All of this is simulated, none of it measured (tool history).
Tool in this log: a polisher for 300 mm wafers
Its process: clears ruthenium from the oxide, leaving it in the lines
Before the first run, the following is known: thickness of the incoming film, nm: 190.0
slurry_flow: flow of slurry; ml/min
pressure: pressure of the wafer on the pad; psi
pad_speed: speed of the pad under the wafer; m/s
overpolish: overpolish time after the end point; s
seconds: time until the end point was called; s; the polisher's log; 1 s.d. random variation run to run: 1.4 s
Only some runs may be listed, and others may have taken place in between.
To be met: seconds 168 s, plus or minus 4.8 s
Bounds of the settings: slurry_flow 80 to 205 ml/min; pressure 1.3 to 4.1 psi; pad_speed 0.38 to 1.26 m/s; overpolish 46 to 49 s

| run | day | slurry_flow | pressure | pad_speed | overpolish | seconds |
|---|---|---|---|---|---|---|
| 1 | 0 | 135 | 2.7 | 0.82 | 46 | 134.6 |
| 2 | 0.067 | 135 | 2.6 | 0.82 | 46 | 139.49 |
| 3 | 0.221 | 120 | 2.4 | 0.82 | 46 | 147.76 |
| 4 | 0.4 | 120 | 3 | 0.82 | 46 | 126.31 |
| 5 | 0.588 | 120 | 3.4 | 0.82 | 46 | 113.64 |
| 6 | 0.633 | 120 | 3.4 | 0.82 | 49 | 113.18 |
| 7 | 0.771 | 100 | 2.7 | 0.8 | 49 | 144.55 |
| 8 | 0.933 | 95 | 2.4 | 0.8 | 49 | 160.98 |

Pick the move, out of 4, that brings all results within their allowed miss; only one does.
| A | 1.096 | 90 | 2.3 | 0.8 | 46 | ? |
| B | 1.096 | 85 | 2.7 | 0.82 | 49 | ? |
| C | 1.096 | 80 | 2.7 | 0.8 | 46 | ? |
| D | 1.096 | 85 | 2.3 | 0.88 | 49 | ? |

| move | seconds |
|---|---|
| A | 167.04 |
| B | 145.51 |
| C | 150.66 |
| D | 153.81 |
A: hits every target within its allowed miss
B: further off than the last run
C: further off than the last run
D: further off than the last run
A meets every target.
